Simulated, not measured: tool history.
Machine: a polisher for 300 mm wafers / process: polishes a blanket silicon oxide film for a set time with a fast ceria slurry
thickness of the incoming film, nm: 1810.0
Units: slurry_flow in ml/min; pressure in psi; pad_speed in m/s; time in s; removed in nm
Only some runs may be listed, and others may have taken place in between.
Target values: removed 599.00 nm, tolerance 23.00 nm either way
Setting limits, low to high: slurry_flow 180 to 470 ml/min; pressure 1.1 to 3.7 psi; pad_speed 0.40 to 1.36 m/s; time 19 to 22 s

run    day  slurry_flow  pressure  pad_speed  time  removed
  1  0.000          300       2.4       0.88    22   302.78
  2  0.042          300       2.7       0.92    22   367.88
  3  0.250          300       2.7       0.84    22   323.54
  4  0.396          300       2.9       0.88    22   378.24
  5  0.633          230       2.9       0.88    22   354.02
  6  0.946          230       3.3       0.88    22   412.96
  7  1.096          255       3.4       0.90    22   435.84
  8  1.408          265       3.5       0.94    22   460.05
  9  1.750          265       3.5       1.00    22   496.09
 10  1.908          270       3.5       1.02    22   508.67
 11  2.038          270       3.5       1.02    22   519.90
 12  2.288          270       3.7       1.08    22   562.51

Which single option among these 4 for the next run brings every result within its allowed miss of target? Just one does.
  A  2.538          265       3.7       1.00    22        ?
  B  2.538          230       3.7       1.02    22        ?
  C  2.538          260       3.7       1.10    21        ?
  D  2.538          315       3.5       1.18    22        ?

move  removed
   A   528.93
   B   532.99
   C   553.20
   D   596.37
A: misses by more than the last run did
B: misses by more than the last run did
C: misses by more than the last run did
D: meets every target
So the answer is move D, the one that meets all the targets.
